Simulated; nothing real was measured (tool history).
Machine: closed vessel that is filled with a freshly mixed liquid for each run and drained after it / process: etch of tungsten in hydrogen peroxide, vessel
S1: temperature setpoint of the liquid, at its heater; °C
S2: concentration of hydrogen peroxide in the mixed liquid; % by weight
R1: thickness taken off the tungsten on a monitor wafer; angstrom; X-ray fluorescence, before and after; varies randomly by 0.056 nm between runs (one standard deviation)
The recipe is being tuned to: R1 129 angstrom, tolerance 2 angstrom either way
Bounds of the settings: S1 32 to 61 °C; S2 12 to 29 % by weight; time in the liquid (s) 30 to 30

{"run": 1, "day": 0.0, "S1": 45, "S2": 19.5, "time in the liquid (s)": 30, "R1": 272.21}
{"run": 2, "day": 0.262, "S1": 45, "S2": 19.5, "time in the liquid (s)": 30, "R1": 275.45}
{"run": 3, "day": 0.442, "S1": 45, "S2": 22.5, "time in the liquid (s)": 30, "R1": 294.12}
{"run": 4, "day": 0.754, "S1": 45, "S2": 24, "time in the liquid (s)": 30, "R1": 301.92}
{"run": 5, "day": 0.812, "S1": 45, "S2": 22.5, "time in the liquid (s)": 30, "R1": 294.2}
{"run": 6, "day": 1.192, "S1": 42.5, "S2": 22.5, "time in the liquid (s)": 30, "R1": 250.69}
{"run": 7, "day": 1.404, "S1": 40.5, "S2": 22.5, "time in the liquid (s)": 30, "R1": 220.31}
{"run": 8, "day": 1.521, "S1": 39, "S2": 22.5, "time in the liquid (s)": 30, "R1": 200.04}
{"run": 9, "day": 1.633, "S1": 37.5, "S2": 22.5, "time in the liquid (s)": 30, "R1": 182.06}
{"run": 10, "day": 1.988, "S1": 36.5, "S2": 22.5, "time in the liquid (s)": 30, "R1": 169}
{"run": 11, "day": 2.2, "S1": 32, "S2": 22.5, "time in the liquid (s)": 30, "R1": 125.29}

4 next moves are on the table. One of them brings every result within its allowed miss. Which?
{"run": "A", "day": 2.412, "S1": 33, "S2": 21, "time in the liquid (s)": 30, "R1": "?"}
{"run": "B", "day": 2.412, "S1": 34, "S2": 19.5, "time in the liquid (s)": 30, "R1": "?"}
{"run": "C", "day": 2.412, "S1": 32.5, "S2": 24, "time in the liquid (s)": 30, "R1": "?"}
{"run": "D", "day": 2.412, "S1": 32, "S2": 26, "time in the liquid (s)": 30, "R1": "?"}

move=A R1=130.86
move=B R1=134.95
move=C R1=135.2
move=D R1=135.99
A: in spec on every target
B: moves the result that the last run missed by most past its target, out the other side
C: moves the result that the last run missed by most past its target, out the other side
D: moves the result that the last run missed by most past its target, out the other side
A is the move that brings every result within its allowed miss.
